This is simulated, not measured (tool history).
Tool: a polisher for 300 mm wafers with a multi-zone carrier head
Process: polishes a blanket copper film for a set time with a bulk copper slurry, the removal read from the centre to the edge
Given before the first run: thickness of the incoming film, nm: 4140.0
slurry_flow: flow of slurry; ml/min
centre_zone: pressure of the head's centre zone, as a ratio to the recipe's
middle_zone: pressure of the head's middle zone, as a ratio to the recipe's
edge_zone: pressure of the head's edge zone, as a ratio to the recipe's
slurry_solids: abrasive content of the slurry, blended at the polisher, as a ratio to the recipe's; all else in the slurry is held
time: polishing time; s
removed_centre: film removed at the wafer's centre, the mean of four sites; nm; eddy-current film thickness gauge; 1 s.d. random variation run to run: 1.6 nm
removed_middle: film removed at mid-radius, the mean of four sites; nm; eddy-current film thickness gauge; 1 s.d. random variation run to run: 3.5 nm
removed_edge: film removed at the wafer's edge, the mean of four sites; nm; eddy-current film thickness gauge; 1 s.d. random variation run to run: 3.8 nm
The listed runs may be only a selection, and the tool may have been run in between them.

Run 1, hour 0.0: slurry_flow 175 ml/min, centre_zone 1.00, middle_zone 1.00, edge_zone 1.00, slurry_solids 1.00, time 32 s. Result: removed_centre 372.04 nm, removed_middle 369.04 nm, removed_edge 381.40 nm.
Run 2, hour 7.8: slurry_flow 170 ml/min, centre_zone 0.96, middle_zone 1.00, edge_zone 0.96, slurry_solids 0.90, time 31 s. Result: removed_centre 334.72 nm, removed_middle 352.21 nm, removed_edge 348.51 nm.
Run 3, hour 14.0: slurry_flow 190 ml/min, centre_zone 0.96, middle_zone 1.00, edge_zone 0.96, slurry_solids 0.90, time 31 s. Result: removed_centre 348.09 nm, removed_middle 364.33 nm, removed_edge 351.32 nm.
Run 4, hour 19.2: slurry_flow 190 ml/min, centre_zone 0.96, middle_zone 0.96, edge_zone 0.96, slurry_solids 0.90, time 31 s. Result: removed_centre 341.08 nm, removed_middle 345.89 nm, removed_edge 344.35 nm.
Run 5, hour 22.5: slurry_flow 175 ml/min, centre_zone 0.92, middle_zone 0.95, edge_zone 0.93, slurry_solids 0.80, time 31 s. Result: removed_centre 316.44 nm, removed_middle 329.49 nm, removed_edge 336.39 nm.
Run 6, hour 29.4: slurry_flow 205 ml/min, centre_zone 0.92, middle_zone 0.95, edge_zone 0.93, slurry_solids 0.80, time 31 s. Result: removed_centre 327.23 nm, removed_middle 344.61 nm, removed_edge 337.04 nm.
Run 7, hour 35.1: slurry_flow 200 ml/min, centre_zone 0.89, middle_zone 0.95, edge_zone 0.91, slurry_solids 0.75, time 30 s. Result: removed_centre 301.82 nm, removed_middle 332.41 nm, removed_edge 338.51 nm.
Run 8, hour 39.1: slurry_flow 205 ml/min, centre_zone 0.89, middle_zone 0.96, edge_zone 0.89, slurry_solids 0.70, time 28 s. Result: removed_centre 278.58 nm, removed_middle 296.28 nm, removed_edge 300.14 nm.

For run 9, what comes out?
Run 9, hour 40.9: slurry_flow 200 ml/min, centre_zone 0.88, middle_zone 1.00, edge_zone 0.87, slurry_solids 0.65, time 28 s. Result: removed_centre ?, removed_middle ?, removed_edge ?.

Run 9 gave removed_centre 274.16 nm, removed_middle 314.51 nm, removed_edge 297.69 nm.
